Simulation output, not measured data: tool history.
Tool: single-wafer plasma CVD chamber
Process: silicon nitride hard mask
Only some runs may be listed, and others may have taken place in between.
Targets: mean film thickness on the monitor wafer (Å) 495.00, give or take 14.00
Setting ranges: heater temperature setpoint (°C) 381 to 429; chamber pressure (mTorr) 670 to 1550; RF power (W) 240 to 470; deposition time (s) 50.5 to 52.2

run    day  heater temperature setpoint (°C)  chamber pressure (mTorr)  RF power (W)  deposition time (s)  mean film thickness on the monitor wafer (Å)
  1  0.000                               405                      1110           355                 50.5                                        589.20
  2  0.250                               405                      1020           340                 50.5                                        555.93
  3  0.554                               405                       950           335                 50.5                                        534.46
  4  0.917                               405                       910           330                 50.5                                        520.44
  5  1.033                               405                       910           380                 50.5                                        579.18
  6  1.196                               405                       910           360                 50.5                                        558.02
  7  1.571                               405                       860           350                 50.5                                        535.27
  8  1.804                               405                       820           345                 50.5                                        518.80

5 candidate next runs follow, results not yet known. Just one meets every target within its allowed miss. Identify it.
  A  2.038                               408                       780           355                 52.2                                             ?
  B  2.038                               410                       750           295                 52.2                                             ?
  C  2.038                               407                       810           305                 50.5                                             ?
  D  2.038                               388                       850           315                 50.5                                             ?
  E  2.038                               405                       740           370                 52.2                                             ?

move  mean film thickness on the monitor wafer (Å)
   A                                        534.25
   B                                        457.07
   C                                        467.75
   D                                        492.65
   E                                        540.76
A: moves away from the targets compared with the last run
B: takes the biggest miss from the last run beyond its target
C: takes the biggest miss from the last run beyond its target
D: hits every target within its allowed miss
E: moves away from the targets compared with the last run
Answer: D
